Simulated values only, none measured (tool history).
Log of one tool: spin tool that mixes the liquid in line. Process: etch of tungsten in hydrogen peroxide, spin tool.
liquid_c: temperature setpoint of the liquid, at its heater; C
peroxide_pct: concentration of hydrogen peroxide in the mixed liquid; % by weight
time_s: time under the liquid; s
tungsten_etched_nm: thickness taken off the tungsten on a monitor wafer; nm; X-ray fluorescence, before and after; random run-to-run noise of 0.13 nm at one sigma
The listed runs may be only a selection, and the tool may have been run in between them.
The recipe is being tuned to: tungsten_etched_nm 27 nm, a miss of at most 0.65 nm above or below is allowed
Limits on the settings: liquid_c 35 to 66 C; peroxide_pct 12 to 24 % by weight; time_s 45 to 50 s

run  hour  liquid_c  peroxide_pct  time_s  tungsten_etched_nm
  1     0        51            16      45               57.25
  2   0.9      57.5            16      45              83.832
  3   5.1      57.5          17.5      45              87.259
  4   6.4      51.5          17.5      45              61.219
  5  11.4        55          17.5      45              75.045
  6  20.2        50          17.5      45              56.084
  7  28.9      46.5          17.5      45              44.868
  8  31.5        44          17.5      45              38.366
  9  39.3        37          17.5      45               24.34
 10  46.4      37.5          17.5      45              25.304
 11  54.1        39          17.5      45               28.05

Which one of the following 5 next-run settings gets every result inside its allowed miss? There is exactly one.
  A  61.8      36.5          20.5      45                   ?
  B  61.8      41.5            12      45                   ?
  C  61.8      36.5            20      50                   ?
  D  61.8      37.5            21      50                   ?
  E  61.8      38.5          15.5      45                   ?

move  tungsten_etched_nm
   A              25.587
   B              27.163
   C              28.081
   D              30.749
   E              25.396
A: pushes the last run's worst result past its target
B: every result within its allowed miss
C: about the same distance from the targets as the last run
D: the biggest miss grows against the last run
E: pushes the last run's worst result past its target
The move that meets every target is B.
